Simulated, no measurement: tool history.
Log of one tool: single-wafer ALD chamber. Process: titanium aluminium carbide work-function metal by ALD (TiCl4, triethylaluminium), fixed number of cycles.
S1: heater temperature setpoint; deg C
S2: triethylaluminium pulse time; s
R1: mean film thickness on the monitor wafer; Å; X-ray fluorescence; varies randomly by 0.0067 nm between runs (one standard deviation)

Run 1, hour 0.0: S1 320 deg C, S2 10.39 s. Result: R1 22.013 Å.
Run 2, hour 7.6: S1 326 deg C, S2 10.39 s. Result: R1 22.714 Å.
Run 3, hour 13.7: S1 331 deg C, S2 10.39 s. Result: R1 23.188 Å.
Run 4, hour 18.9: S1 326 deg C, S2 9.81 s. Result: R1 22.348 Å.
At hour 22.7: triethylaluminium bottle replaced.
Run 5, hour 22.7: S1 316 deg C, S2 9.81 s. Result: R1 22.324 Å.
Run 6, hour 28.9: S1 316 deg C, S2 8.30 s. Result: R1 22.007 Å.
Run 7, hour 32.0: S1 312 deg C, S2 7.35 s. Result: R1 21.281 Å.

For run 8, what comes out?
Run 8, hour 37.7: S1 310 deg C, S2 6.78 s. Result: R1 ?.

{"run 8": {"R1": 20.606}}

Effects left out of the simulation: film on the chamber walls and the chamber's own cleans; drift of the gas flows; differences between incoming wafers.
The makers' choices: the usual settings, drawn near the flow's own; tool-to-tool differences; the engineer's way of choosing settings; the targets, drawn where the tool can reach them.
